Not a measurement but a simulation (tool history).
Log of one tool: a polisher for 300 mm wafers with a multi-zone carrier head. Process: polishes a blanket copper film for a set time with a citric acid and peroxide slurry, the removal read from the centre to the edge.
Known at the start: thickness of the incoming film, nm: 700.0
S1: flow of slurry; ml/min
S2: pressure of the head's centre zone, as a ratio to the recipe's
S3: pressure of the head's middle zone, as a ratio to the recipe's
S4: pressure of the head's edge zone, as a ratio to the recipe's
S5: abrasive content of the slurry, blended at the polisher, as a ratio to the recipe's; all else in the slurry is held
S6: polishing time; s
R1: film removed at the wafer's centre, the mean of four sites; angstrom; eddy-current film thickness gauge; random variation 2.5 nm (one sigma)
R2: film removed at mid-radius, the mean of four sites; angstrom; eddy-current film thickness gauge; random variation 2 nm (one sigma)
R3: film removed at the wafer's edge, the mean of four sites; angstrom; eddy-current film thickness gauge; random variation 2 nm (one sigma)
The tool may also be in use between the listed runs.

| run | hour | S1 | S2 | S3 | S4 | S5 | S6 | R1 | R2 | R3 |
|---|---|---|---|---|---|---|---|---|---|---|
| 1 | 0.0 | 305 | 1.00 | 1.00 | 1.00 | 1.00 | 55 | 1241.9 | 1141.5 | 1175.8 |
| 2 | 7.5 | 305 | 1.02 | 1.00 | 1.01 | 1.05 | 56 | 1316.3 | 1208.4 | 1217.2 |
| 3 | 14.6 | 245 | 1.02 | 1.00 | 1.01 | 1.05 | 56 | 1267.2 | 1190.3 | 1192.1 |
| 4 | 18.0 | 245 | 1.02 | 0.96 | 1.01 | 1.05 | 56 | 1296.6 | 1111.7 | 1223.0 |
| 5 | 19.2 | 245 | 1.03 | 0.96 | 1.02 | 1.10 | 57 | 1361.0 | 1169.7 | 1222.1 |
| 6 | 26.8 | 245 | 1.03 | 0.96 | 1.02 | 1.15 | 58 | 1417.4 | 1217.3 | 1278.5 |

Run 7 comes next. What will it give?
| 7 | 35.3 | 255 | 1.13 | 1.04 | 1.09 | 1.40 | 60 | ? | ? | ? |

Run 7 gave R1 1652.4 angstrom, R2 1385.3 angstrom, R3 1452.6 angstrom.

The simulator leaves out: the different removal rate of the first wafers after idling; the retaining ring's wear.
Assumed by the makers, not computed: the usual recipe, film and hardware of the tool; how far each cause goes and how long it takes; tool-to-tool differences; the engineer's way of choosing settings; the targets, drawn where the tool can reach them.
